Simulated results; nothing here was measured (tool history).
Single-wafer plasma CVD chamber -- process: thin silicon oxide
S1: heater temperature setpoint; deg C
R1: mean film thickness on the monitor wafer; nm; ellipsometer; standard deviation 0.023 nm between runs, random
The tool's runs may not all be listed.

{"run": 1, "hour": 0.0, "S1": 400, "chamber pressure (Pa)": 107.9, "RF power (kW)": 0.33, "deposition time (s)": 9.3, "R1": 17.503}
{"run": 2, "hour": 1.1, "S1": 400, "chamber pressure (Pa)": 96.5, "RF power (kW)": 0.33, "deposition time (s)": 9.3, "R1": 15.63}
{"run": 3, "hour": 9.1, "S1": 400, "chamber pressure (Pa)": 96.5, "RF power (kW)": 0.36, "deposition time (s)": 9.3, "R1": 16.191}
{"run": 4, "hour": 11.6, "S1": 392, "chamber pressure (Pa)": 96.5, "RF power (kW)": 0.36, "deposition time (s)": 9.3, "R1": 16.341}
{"run": 5, "hour": 19.9, "S1": 392, "chamber pressure (Pa)": 88.9, "RF power (kW)": 0.35, "deposition time (s)": 9.2, "R1": 14.55}
{"run": 6, "hour": 25.2, "S1": 392, "chamber pressure (Pa)": 83.6, "RF power (kW)": 0.35, "deposition time (s)": 9.2, "R1": 13.627}
{"run": 7, "hour": 31.1, "S1": 392, "chamber pressure (Pa)": 80, "RF power (kW)": 0.35, "deposition time (s)": 9.2, "R1": 12.954}
{"run": 8, "hour": 34.3, "S1": 392, "chamber pressure (Pa)": 77.5, "RF power (kW)": 0.35, "deposition time (s)": 9.2, "R1": 12.481}
{"run": 9, "hour": 42.2, "S1": 392, "chamber pressure (Pa)": 75.7, "RF power (kW)": 0.35, "deposition time (s)": 9.2, "R1": 12.166}

Forecast run 10:
{"run": 10, "hour": 51.1, "S1": 392, "chamber pressure (Pa)": 74.5, "RF power (kW)": 0.35, "deposition time (s)": 9.2, "R1": "?"}

R1: 11.885 nm
